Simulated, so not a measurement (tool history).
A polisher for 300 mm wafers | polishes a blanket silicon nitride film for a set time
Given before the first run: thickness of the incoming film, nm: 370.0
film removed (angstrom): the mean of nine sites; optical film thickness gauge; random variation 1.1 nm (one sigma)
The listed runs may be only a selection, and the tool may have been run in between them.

run	hour	flow of slurry (ml/min)	pressure of the wafer on the pad (psi)	speed of the pad under the wafer (cm/s)	polishing time (s)	film removed (angstrom)
1	0.0	320	3.2	120	80	1727.9
2	7.6	320	3.0	120	80	1620.3
3	11.4	320	3.0	120	80	1582.3
4	20.2	320	2.9	120	80	1558.9
5	24.6	360	2.9	120	80	1587.2
6	25.4	355	2.8	120	80	1531.3
7	33.6	350	2.7	120	80	1454.5
8	39.8	350	2.6	120	80	1400.6

What will run 9 give?
9	46.1	350	1.9	118	80	?

Logged for run 9: film removed (angstrom) 1057.9.
